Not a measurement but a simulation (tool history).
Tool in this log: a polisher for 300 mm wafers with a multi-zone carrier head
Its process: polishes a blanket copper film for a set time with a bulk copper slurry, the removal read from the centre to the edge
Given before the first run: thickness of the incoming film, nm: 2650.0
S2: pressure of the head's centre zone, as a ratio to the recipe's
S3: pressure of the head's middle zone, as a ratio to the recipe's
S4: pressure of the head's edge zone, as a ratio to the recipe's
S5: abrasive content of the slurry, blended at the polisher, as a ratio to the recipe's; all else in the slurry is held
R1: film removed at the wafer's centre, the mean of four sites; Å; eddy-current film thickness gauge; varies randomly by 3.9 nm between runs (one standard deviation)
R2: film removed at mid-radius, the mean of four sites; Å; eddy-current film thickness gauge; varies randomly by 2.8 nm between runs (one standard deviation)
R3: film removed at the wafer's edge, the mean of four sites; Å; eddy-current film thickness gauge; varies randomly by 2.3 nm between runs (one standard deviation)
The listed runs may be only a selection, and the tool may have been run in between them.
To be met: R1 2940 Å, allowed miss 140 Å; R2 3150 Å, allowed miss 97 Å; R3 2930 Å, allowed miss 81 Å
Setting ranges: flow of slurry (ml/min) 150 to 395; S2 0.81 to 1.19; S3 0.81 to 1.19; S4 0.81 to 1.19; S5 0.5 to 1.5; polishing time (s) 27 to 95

{"run": 1, "day": 0.0, "flow of slurry (ml/min)": 250, "S2": 1, "S3": 1, "S4": 1, "S5": 1, "polishing time (s)": 61, "R1": 5350.7, "R2": 5403.3, "R3": 5414.1}
{"run": 2, "day": 0.262, "flow of slurry (ml/min)": 195, "S2": 1, "S3": 1, "S4": 1, "S5": 1, "polishing time (s)": 61, "R1": 5284.7, "R2": 5268, "R3": 5201.5}
{"run": 3, "day": 0.533, "flow of slurry (ml/min)": 185, "S2": 0.97, "S3": 0.99, "S4": 0.96, "S5": 0.85, "polishing time (s)": 54, "R1": 4298.7, "R2": 4350.2, "R3": 4406.6}
{"run": 4, "day": 0.858, "flow of slurry (ml/min)": 185, "S2": 0.97, "S3": 0.99, "S4": 0.99, "S5": 0.85, "polishing time (s)": 54, "R1": 4373, "R2": 4381.4, "R3": 4363.1}
{"run": 5, "day": 1.146, "flow of slurry (ml/min)": 180, "S2": 0.96, "S3": 1.01, "S4": 0.99, "S5": 0.75, "polishing time (s)": 49, "R1": 3657.4, "R2": 3847.3, "R3": 3893.9}
{"run": 6, "day": 1.212, "flow of slurry (ml/min)": 170, "S2": 0.99, "S3": 1.04, "S4": 0.95, "S5": 0.65, "polishing time (s)": 46, "R1": 3456, "R2": 3619.1, "R3": 3475.9}
{"run": 7, "day": 1.312, "flow of slurry (ml/min)": 165, "S2": 0.99, "S3": 1.05, "S4": 0.93, "S5": 0.6, "polishing time (s)": 44, "R1": 3187.4, "R2": 3375.1, "R3": 3211.2}
{"run": 8, "day": 1.671, "flow of slurry (ml/min)": 160, "S2": 0.96, "S3": 1.03, "S4": 0.83, "S5": 0.55, "polishing time (s)": 44, "R1": 3024.4, "R2": 3276.3, "R3": 2967.4}

Consider the 4 candidate settings below. Which is the only one whose results all fall within their allowed miss of target?
{"run": "A", "day": 2.029, "flow of slurry (ml/min)": 200, "S2": 0.97, "S3": 1.08, "S4": 0.81, "S5": 0.5, "polishing time (s)": 44, "R1": "?", "R2": "?", "R3": "?"}
{"run": "B", "day": 2.029, "flow of slurry (ml/min)": 210, "S2": 0.92, "S3": 0.97, "S4": 0.81, "S5": 0.55, "polishing time (s)": 43, "R1": "?", "R2": "?", "R3": "?"}
{"run": "C", "day": 2.029, "flow of slurry (ml/min)": 160, "S2": 1.01, "S3": 1.15, "S4": 0.81, "S5": 0.6, "polishing time (s)": 42, "R1": "?", "R2": "?", "R3": "?"}
{"run": "D", "day": 2.029, "flow of slurry (ml/min)": 150, "S2": 1.02, "S3": 1.13, "S4": 0.84, "S5": 0.5, "polishing time (s)": 44, "R1": "?", "R2": "?", "R3": "?"}

move=A R1=3130.4 R2=3401 R3=2965.5
move=B R1=2984.9 R2=3124.8 R3=2981.4
move=C R1=3111.6 R2=3438.2 R3=2867.7
move=D R1=3114.4 R2=3362.1 R3=2903.7
A: moves away from the targets compared with the last run
B: each result inside its tolerance
C: moves away from the targets compared with the last run
D: moves away from the targets compared with the last run
So the answer is move B, the one that meets all the targets.
